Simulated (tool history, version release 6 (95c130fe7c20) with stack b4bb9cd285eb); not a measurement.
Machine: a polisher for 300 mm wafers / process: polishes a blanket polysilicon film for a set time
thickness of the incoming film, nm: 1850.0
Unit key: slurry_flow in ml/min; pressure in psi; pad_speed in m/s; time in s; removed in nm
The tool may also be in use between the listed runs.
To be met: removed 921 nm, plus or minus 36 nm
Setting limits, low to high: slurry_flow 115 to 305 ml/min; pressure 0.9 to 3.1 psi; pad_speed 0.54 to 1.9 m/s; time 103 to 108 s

run,hour,slurry_flow,pressure,pad_speed,time,removed
1,0,195,2,1.22,103,746.97
2,4.7,195,2,0.98,103,605.29
3,5.9,150,2,0.98,103,595.7
4,7,150,2.2,0.98,103,649.62
5,11.6,150,2.4,0.98,103,702.64
6,13.3,150,2.6,0.98,103,758.34
7,18.5,150,2.7,0.98,103,780.41
8,23,150,2.8,0.98,103,818.58
9,28.3,150,2.9,0.98,103,842.29
10,36.6,150,3,0.98,103,868.59

Which one of the following 4 next-run settings gets every result inside its allowed miss? There is exactly one.
A,44.9,150,3.1,1.04,108,?
B,44.9,160,3.1,1.04,108,?
C,44.9,115,3.1,0.98,108,?
D,44.9,195,2.7,1.24,103,?

move,removed
A,994.21
B,1001.5
C,909.52
D,1010.3
A: takes the result that was furthest off past its target
B: takes the result that was furthest off past its target
C: each result inside its tolerance
D: takes the result that was furthest off past its target
Go with C: it meets all targets.
